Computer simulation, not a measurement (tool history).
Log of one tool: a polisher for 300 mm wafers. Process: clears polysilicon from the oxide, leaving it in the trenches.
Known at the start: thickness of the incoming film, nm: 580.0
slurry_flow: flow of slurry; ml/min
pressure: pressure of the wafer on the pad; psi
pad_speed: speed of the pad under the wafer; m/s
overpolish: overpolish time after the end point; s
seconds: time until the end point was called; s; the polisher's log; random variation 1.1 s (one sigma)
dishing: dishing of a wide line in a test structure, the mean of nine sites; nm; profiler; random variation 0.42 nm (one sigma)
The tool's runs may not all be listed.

{"run": 1, "day": 0.0, "slurry_flow": 160, "pressure": 1.9, "pad_speed": 0.96, "overpolish": 22, "seconds": 46.445, "dishing": 37.606}
{"run": 2, "day": 0.125, "slurry_flow": 160, "pressure": 1.8, "pad_speed": 0.96, "overpolish": 23, "seconds": 50.105, "dishing": 38.578}
{"run": 3, "day": 0.392, "slurry_flow": 160, "pressure": 1.8, "pad_speed": 0.76, "overpolish": 23, "seconds": 61.191, "dishing": 37.749}
{"run": 4, "day": 0.6, "slurry_flow": 160, "pressure": 1.8, "pad_speed": 0.92, "overpolish": 23, "seconds": 50.308, "dishing": 36.979}
{"run": 5, "day": 0.912, "slurry_flow": 160, "pressure": 1.8, "pad_speed": 1.06, "overpolish": 23, "seconds": 45.384, "dishing": 39.079}
{"run": 6, "day": 1.067, "slurry_flow": 160, "pressure": 1.7, "pad_speed": 1.04, "overpolish": 22, "seconds": 47.553, "dishing": 38.251}

The next listed run, before its measurement:
{"run": 7, "day": 1.146, "slurry_flow": 160, "pressure": 1.6, "pad_speed": 1.02, "overpolish": 22, "seconds": "?", "dishing": "?"}

{"run 7": {"seconds": 53.122, "dishing": 38.155}}
